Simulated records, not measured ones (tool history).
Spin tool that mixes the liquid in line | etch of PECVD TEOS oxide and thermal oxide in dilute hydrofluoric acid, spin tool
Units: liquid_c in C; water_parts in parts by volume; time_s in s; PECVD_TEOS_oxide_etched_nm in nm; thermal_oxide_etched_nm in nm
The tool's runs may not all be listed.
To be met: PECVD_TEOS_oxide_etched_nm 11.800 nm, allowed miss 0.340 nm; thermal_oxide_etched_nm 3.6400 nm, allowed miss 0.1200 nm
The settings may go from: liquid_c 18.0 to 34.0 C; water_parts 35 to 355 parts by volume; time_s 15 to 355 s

| run | hour | liquid_c | water_parts | time_s | PECVD_TEOS_oxide_etched_nm | thermal_oxide_etched_nm |
|---|---|---|---|---|---|---|
| 1 | 0.0 | 26.0 | 195 | 180 | 14.252 | 4.3334 |
| 2 | 6.6 | 28.5 | 195 | 180 | 15.663 | 4.8093 |
| 3 | 15.3 | 28.5 | 165 | 180 | 19.006 | 5.9617 |
| 4 | 22.4 | 28.5 | 165 | 145 | 15.474 | 4.7487 |
| 5 | 28.1 | 27.0 | 165 | 145 | 14.402 | 4.3960 |
| 6 | 34.4 | 26.5 | 165 | 145 | 14.437 | 4.4454 |
| 7 | 43.1 | 25.5 | 165 | 145 | 13.777 | 4.2437 |
| 8 | 45.8 | 25.0 | 165 | 145 | 13.441 | 4.1605 |

Which of these 4 next moves meets every target?
| A | 48.5 | 25.0 | 205 | 180 | ? | ? |
| B | 48.5 | 29.0 | 215 | 140 | ? | ? |
| C | 48.5 | 25.5 | 200 | 150 | ? | ? |
| D | 48.5 | 19.5 | 140 | 130 | ? | ? |

| move | PECVD_TEOS_oxide_etched_nm | thermal_oxide_etched_nm |
|---|---|---|
| A | 12.710 | 3.8995 |
| B | 10.741 | 3.2955 |
| C | 11.117 | 3.4108 |
| D | 11.668 | 3.5798 |
A: nearer than the last run, and not there yet
B: takes the result that was furthest off past its target
C: takes the result that was furthest off past its target
D: meets every target
The right move is D.
